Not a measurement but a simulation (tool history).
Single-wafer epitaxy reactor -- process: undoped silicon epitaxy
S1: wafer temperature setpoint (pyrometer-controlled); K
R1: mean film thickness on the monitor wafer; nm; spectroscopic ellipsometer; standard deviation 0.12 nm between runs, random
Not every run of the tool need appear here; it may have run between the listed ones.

run 1 hour=0 | S1=903.15 deposition_time_(s)=219 | R1=27.644
run 2 hour=4.8 | S1=911.15 deposition_time_(s)=219 | R1=33.473
run 3 hour=6.5 | S1=914.15 deposition_time_(s)=219 | R1=36.242
run 4 hour=7.3 | S1=916.15 deposition_time_(s)=219 | R1=37.977
run 5 hour=14.9 | S1=907.15 deposition_time_(s)=219 | R1=30.61
run 6 hour=16.7 | S1=907.15 deposition_time_(s)=234 | R1=32.562

For run 7, what comes out?
-- hour=19.2 pyrometer calibrated
run 7 hour=19.2 | S1=911.15 deposition_time_(s)=234 | R1=?

{"run 7": {"R1": 31.259}}
